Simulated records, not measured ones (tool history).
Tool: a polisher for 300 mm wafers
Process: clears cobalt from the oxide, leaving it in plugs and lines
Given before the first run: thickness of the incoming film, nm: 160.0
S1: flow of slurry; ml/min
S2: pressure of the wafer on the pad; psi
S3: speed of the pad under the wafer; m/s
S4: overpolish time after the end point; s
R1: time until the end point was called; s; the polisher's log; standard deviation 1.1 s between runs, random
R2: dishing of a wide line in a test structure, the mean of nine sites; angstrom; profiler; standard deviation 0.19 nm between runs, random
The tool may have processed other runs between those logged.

run,hour,S1,S2,S3,S4,R1,R2
1,0,270,2.4,0.78,24,37.924,467.79
2,7.8,255,2.1,0.68,20,47.801,390
3,16.3,230,1.8,0.6,17,63.652,295.98
4,17.2,230,2.1,0.6,17,54.075,327.47
5,24.6,230,1.8,0.6,17,64.171,292.73
6,29.5,290,1.8,0.6,17,61.12,311.73
7,34.7,255,1.6,0.56,14,72.326,232.01
8,36.9,230,1.5,0.56,12,80.202,196.03
9,44.9,160,1.1,0.64,7,99.404,100.35
10,52.5,225,1.1,0.58,8,104.07,111.22
11,56.6,240,1.1,0.58,8,100.19,109.9
12,57.6,245,1.1,0.56,8,106.58,103.96
13,60.6,245,1.2,0.56,8,96.171,118.53

Estimate the outcome of run 14 from the log above:
14,66.4,245,1.2,0.54,8,?,?

{"run 14": {"R1": 100.63, "R2": 113.94}}
